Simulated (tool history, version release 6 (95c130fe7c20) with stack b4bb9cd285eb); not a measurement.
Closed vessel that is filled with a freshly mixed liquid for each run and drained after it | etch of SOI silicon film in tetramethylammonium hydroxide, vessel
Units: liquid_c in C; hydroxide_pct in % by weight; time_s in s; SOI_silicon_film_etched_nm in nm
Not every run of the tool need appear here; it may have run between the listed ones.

| run | day | liquid_c | hydroxide_pct | time_s | SOI_silicon_film_etched_nm |
|---|---|---|---|---|---|
| 1 | 0 | 67 | 8.5 | 35 | 232.5 |
| 2 | 0.342 | 62.5 | 8.5 | 35 | 178.51 |
| 3 | 0.425 | 59.5 | 8.5 | 35 | 147.08 |
| 4 | 0.608 | 59.5 | 10 | 35 | 139.46 |
| 5 | 0.975 | 62 | 10 | 35 | 163.34 |
| 6 | 1.129 | 59.5 | 10 | 35 | 139.13 |
| 7 | 1.288 | 58 | 10 | 35 | 126.22 |
| 8 | 1.388 | 57 | 10 | 35 | 118.16 |
| 9 | 1.688 | 56.5 | 10 | 35 | 114.82 |

For run 10, what comes out?
| 10 | 1.921 | 56 | 10 | 35 | ? |

Logged for run 10: SOI_silicon_film_etched_nm 111.28 nm.
